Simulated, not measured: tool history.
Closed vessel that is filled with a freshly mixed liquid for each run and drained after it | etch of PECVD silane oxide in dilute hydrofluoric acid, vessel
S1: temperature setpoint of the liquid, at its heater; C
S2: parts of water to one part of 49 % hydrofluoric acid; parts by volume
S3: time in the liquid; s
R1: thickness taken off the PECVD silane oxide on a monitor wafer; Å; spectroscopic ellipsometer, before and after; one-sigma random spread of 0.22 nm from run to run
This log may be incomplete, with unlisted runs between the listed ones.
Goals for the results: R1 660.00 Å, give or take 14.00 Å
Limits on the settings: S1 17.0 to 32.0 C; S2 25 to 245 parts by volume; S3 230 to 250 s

{"run": 1, "hour": 0.0, "S1": 24.0, "S2": 135, "S3": 230, "R1": 493.43}
{"run": 2, "hour": 7.1, "S1": 25.5, "S2": 135, "S3": 230, "R1": 526.31}
{"run": 3, "hour": 9.2, "S1": 26.5, "S2": 135, "S3": 230, "R1": 542.69}
{"run": 4, "hour": 15.5, "S1": 27.5, "S2": 135, "S3": 230, "R1": 566.18}
{"run": 5, "hour": 21.2, "S1": 27.5, "S2": 135, "S3": 250, "R1": 614.39}
{"run": 6, "hour": 27.4, "S1": 27.5, "S2": 100, "S3": 250, "R1": 871.02}
{"run": 7, "hour": 36.6, "S1": 26.0, "S2": 100, "S3": 250, "R1": 821.25}
{"run": 8, "hour": 39.5, "S1": 25.0, "S2": 100, "S3": 250, "R1": 794.37}
{"run": 9, "hour": 46.9, "S1": 24.0, "S2": 100, "S3": 250, "R1": 757.77}
{"run": 10, "hour": 50.2, "S1": 23.5, "S2": 100, "S3": 250, "R1": 740.28}
{"run": 11, "hour": 56.5, "S1": 23.0, "S2": 100, "S3": 250, "R1": 729.31}

Consider the 4 candidate settings below. Which is the only one whose results all fall within their allowed miss of target?
{"run": "A", "hour": 62.8, "S1": 24.0, "S2": 105, "S3": 230, "R1": "?"}
{"run": "B", "hour": 62.8, "S1": 23.5, "S2": 110, "S3": 235, "R1": "?"}
{"run": "C", "hour": 62.8, "S1": 22.0, "S2": 110, "S3": 250, "R1": "?"}
{"run": "D", "hour": 62.8, "S1": 24.0, "S2": 95, "S3": 250, "R1": "?"}

move=A R1=657.65
move=B R1=625.08
move=C R1=626.45
move=D R1=799.84
A: hits every target within its allowed miss
B: the result that was furthest off in the last run now lies on the other side of its target
C: the result that was furthest off in the last run now lies on the other side of its target
D: lands further from the targets than the last run did
Move A is the one to make.
